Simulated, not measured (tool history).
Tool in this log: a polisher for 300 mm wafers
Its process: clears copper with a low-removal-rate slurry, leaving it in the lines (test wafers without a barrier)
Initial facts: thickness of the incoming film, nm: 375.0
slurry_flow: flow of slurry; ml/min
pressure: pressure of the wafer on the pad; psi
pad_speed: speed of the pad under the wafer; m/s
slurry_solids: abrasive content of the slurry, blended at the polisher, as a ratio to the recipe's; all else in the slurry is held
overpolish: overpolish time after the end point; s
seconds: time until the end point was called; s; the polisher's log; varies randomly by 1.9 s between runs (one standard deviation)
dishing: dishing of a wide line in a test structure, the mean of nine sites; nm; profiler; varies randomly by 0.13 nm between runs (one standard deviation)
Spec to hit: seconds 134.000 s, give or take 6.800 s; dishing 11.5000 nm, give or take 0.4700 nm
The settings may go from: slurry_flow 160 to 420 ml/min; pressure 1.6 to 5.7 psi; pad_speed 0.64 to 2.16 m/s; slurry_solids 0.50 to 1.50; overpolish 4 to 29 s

| run | day | slurry_flow | pressure | pad_speed | slurry_solids | overpolish | seconds | dishing |
|---|---|---|---|---|---|---|---|---|
| 1 | 0.000 | 270 | 3.6 | 1.40 | 1.00 | 15 | 68.282 | 54.0740 |
| 2 | 0.196 | 265 | 3.3 | 1.32 | 1.00 | 13 | 80.503 | 43.9450 |
| 3 | 0.492 | 290 | 3.0 | 1.26 | 0.90 | 12 | 92.012 | 35.9620 |
| 4 | 0.812 | 290 | 3.7 | 1.26 | 0.90 | 12 | 75.221 | 42.7530 |
| 5 | 1.046 | 290 | 3.7 | 1.08 | 0.90 | 12 | 83.267 | 39.0470 |
| 6 | 1.329 | 310 | 3.5 | 1.00 | 0.85 | 11 | 95.365 | 32.2850 |
| 7 | 1.404 | 330 | 3.4 | 0.94 | 0.80 | 10 | 102.340 | 27.2320 |
|  | 1.771 | slurry nozzle cleaned |
| 8 | 1.771 | 345 | 3.3 | 0.92 | 0.75 | 9 | 105.520 | 24.1200 |
| 9 | 2.096 | 420 | 2.3 | 1.14 | 0.50 | 4 | 141.280 | 8.6854 |
| 10 | 2.321 | 420 | 2.3 | 1.14 | 0.50 | 4 | 141.950 | 8.7806 |
| 11 | 2.383 | 405 | 2.3 | 1.14 | 0.50 | 4 | 142.740 | 8.9459 |
| 12 | 2.671 | 390 | 2.3 | 1.14 | 0.50 | 4 | 142.840 | 8.7757 |
| 13 | 2.833 | 390 | 2.4 | 1.12 | 0.50 | 4 | 136.370 | 8.8794 |
| 14 | 3.000 | 390 | 2.4 | 1.12 | 0.50 | 4 | 139.220 | 8.9337 |
| 15 | 3.162 | 390 | 2.4 | 1.10 | 0.50 | 4 | 143.470 | 8.7431 |
| 16 | 3.225 | 385 | 2.7 | 1.08 | 0.50 | 9 | 130.650 | 20.9180 |
| 17 | 3.533 | 385 | 2.5 | 1.12 | 0.55 | 9 | 128.610 | 20.6580 |
| 18 | 3.762 | 310 | 1.6 | 0.74 | 0.80 | 4 | 255.070 | 4.9768 |
| 19 | 4.100 | 315 | 1.9 | 0.74 | 0.80 | 4 | 217.100 | 5.7885 |
| 20 | 4.146 | 285 | 2.9 | 0.72 | 0.80 | 10 | 147.860 | 19.7490 |
| 21 | 4.233 | 300 | 2.8 | 0.76 | 0.90 | 10 | 140.520 | 20.6650 |
| 22 | 4.392 | 290 | 2.8 | 0.84 | 0.85 | 9 | 132.030 | 19.9280 |
| 23 | 4.683 | 305 | 2.7 | 0.88 | 0.90 | 9 | 129.410 | 20.5420 |
| 24 | 4.800 | 290 | 2.7 | 0.94 | 0.85 | 9 | 128.790 | 21.0610 |
| 25 | 5.154 | 310 | 2.6 | 0.94 | 0.90 | 9 | 130.270 | 20.5670 |
| 26 | 5.200 | 290 | 2.7 | 0.96 | 0.85 | 9 | 123.310 | 21.5430 |
| 27 | 5.304 | 305 | 2.7 | 0.98 | 0.90 | 9 | 121.040 | 21.8310 |

Exactly one of the 5 candidate moves below puts every result within its allowed miss. Which one?
| A | 5.408 | 360 | 2.0 | 1.00 | 0.95 | 5 | ? | ? |
| B | 5.408 | 320 | 2.2 | 1.04 | 0.70 | 5 | ? | ? |
| C | 5.408 | 255 | 2.2 | 1.16 | 0.80 | 5 | ? | ? |
| D | 5.408 | 280 | 2.6 | 1.12 | 0.90 | 6 | ? | ? |
| E | 5.408 | 345 | 3.0 | 0.80 | 1.10 | 4 | ? | ? |

| move | seconds | dishing |
|---|---|---|
| A | 152.930 | 10.1300 |
| B | 147.820 | 10.4840 |
| C | 133.610 | 11.5420 |
| D | 112.640 | 16.1590 |
| E | 119.310 | 10.4550 |
A: pushes the last run's worst result past its target
B: pushes the last run's worst result past its target
C: in spec on every target
D: nearer than the last run, and not there yet
E: pushes the last run's worst result past its target
Move C is the one to make.
